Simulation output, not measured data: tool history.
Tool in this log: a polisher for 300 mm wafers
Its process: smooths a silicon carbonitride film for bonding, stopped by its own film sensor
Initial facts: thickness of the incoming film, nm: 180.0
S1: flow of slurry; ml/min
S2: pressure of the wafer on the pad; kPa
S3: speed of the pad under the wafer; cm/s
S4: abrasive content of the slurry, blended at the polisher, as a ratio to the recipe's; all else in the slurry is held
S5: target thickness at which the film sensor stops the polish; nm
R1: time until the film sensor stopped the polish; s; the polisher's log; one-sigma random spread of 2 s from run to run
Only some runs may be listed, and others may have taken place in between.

run 1 hour=0 | S1=150 S2=14.5 S3=92 S4=1 S5=145 | R1=121.21
run 2 hour=8.1 | S1=150 S2=14.5 S3=110 S4=1 S5=145 | R1=105.34
run 3 hour=16.5 | S1=150 S2=13.8 S3=110 S4=1 S5=145 | R1=105.94
run 4 hour=17.4 | S1=180 S2=13.8 S3=110 S4=1 S5=145 | R1=107.25
run 5 hour=23 | S1=200 S2=13.8 S3=110 S4=1 S5=145 | R1=104.22
run 6 hour=31.4 | S1=200 S2=13.8 S3=118 S4=1 S5=145 | R1=98.653

Run 7 is up next; what results do you expect?
run 7 hour=32.4 | S1=200 S2=13.1 S3=118 S4=1 S5=145 | R1=?

{"run 7": {"R1": 105.49}}
